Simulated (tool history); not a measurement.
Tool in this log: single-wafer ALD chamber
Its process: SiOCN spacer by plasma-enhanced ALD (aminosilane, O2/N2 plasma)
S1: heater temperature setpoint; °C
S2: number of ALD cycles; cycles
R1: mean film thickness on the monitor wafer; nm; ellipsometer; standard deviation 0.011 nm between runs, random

run	hour	S1	S2	R1
1	0.0	405	61	3.7979
2	6.2	410	61	3.7230
3	15.1	403	61	3.8144
4	16.5	410	61	3.7256
5	22.2	410	68	4.1558
6	29.5	415	66	3.9814
7	38.2	418	64	3.8220
8	41.5	421	63	3.6950
9	43.9	423	63	3.6945
10	49.9	424	62	3.6045

Run 11 comes next. What will it give?
11	57.4	425	62	?

R1: 3.5937 nm
